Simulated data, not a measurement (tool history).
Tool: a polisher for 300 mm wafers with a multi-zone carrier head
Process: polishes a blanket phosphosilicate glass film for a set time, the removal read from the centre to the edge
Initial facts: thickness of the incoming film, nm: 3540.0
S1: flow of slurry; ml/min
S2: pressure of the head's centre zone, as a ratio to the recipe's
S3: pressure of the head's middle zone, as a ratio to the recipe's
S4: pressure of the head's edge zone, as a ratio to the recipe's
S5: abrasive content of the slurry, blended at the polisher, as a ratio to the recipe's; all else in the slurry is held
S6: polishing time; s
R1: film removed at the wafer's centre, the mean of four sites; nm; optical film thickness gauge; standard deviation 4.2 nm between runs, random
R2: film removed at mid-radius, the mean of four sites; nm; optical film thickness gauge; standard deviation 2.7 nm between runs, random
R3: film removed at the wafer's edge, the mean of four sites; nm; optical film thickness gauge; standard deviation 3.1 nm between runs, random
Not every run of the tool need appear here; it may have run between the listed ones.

run 1 hour=0 | S1=290 S2=1 S3=1 S4=1 S5=1 S6=42 | R1=419.71 R2=424.12 R3=423.26
run 2 hour=4.2 | S1=290 S2=1 S3=1 S4=1 S5=1 S6=49 | R1=496.38 R2=492.16 R3=497.99
run 3 hour=8.2 | S1=285 S2=0.98 S3=0.95 S4=0.96 S5=0.85 S6=49 | R1=431.99 R2=447.89 R3=456.77
run 4 hour=9.7 | S1=285 S2=0.91 S3=0.95 S4=0.96 S5=0.85 S6=49 | R1=408.26 R2=446.87 R3=443.97
run 5 hour=15.9 | S1=285 S2=0.91 S3=1.01 S4=0.96 S5=0.85 S6=49 | R1=420.39 R2=461.51 R3=451.26
run 6 hour=19.9 | S1=285 S2=0.98 S3=1.01 S4=0.96 S5=0.85 S6=49 | R1=445.29 R2=458.23 R3=449.93
run 7 hour=27.4 | S1=275 S2=1.03 S3=0.95 S4=0.95 S5=0.75 S6=48 | R1=417.03 R2=404.33 R3=408.49
run 8 hour=35.3 | S1=260 S2=1.04 S3=0.9 S4=0.95 S5=0.7 S6=48 | R1=406.9 R2=373.51 R3=390.28
run 9 hour=41 | S1=245 S2=1.02 S3=0.87 S4=0.95 S5=0.65 S6=48 | R1=380.04 R2=353.33 R3=368.45
run 10 hour=43.6 | S1=235 S2=1.01 S3=0.85 S4=0.97 S5=0.65 S6=48 | R1=372.81 R2=344.67 R3=377.8

Run 11 is up next; what results do you expect?
run 11 hour=51 | S1=225 S2=1.01 S3=0.84 S4=0.96 S5=0.65 S6=48 | R1=? R2=? R3=?

R1: 372.58 nm
R2: 344.43 nm
R3: 372.4 nm

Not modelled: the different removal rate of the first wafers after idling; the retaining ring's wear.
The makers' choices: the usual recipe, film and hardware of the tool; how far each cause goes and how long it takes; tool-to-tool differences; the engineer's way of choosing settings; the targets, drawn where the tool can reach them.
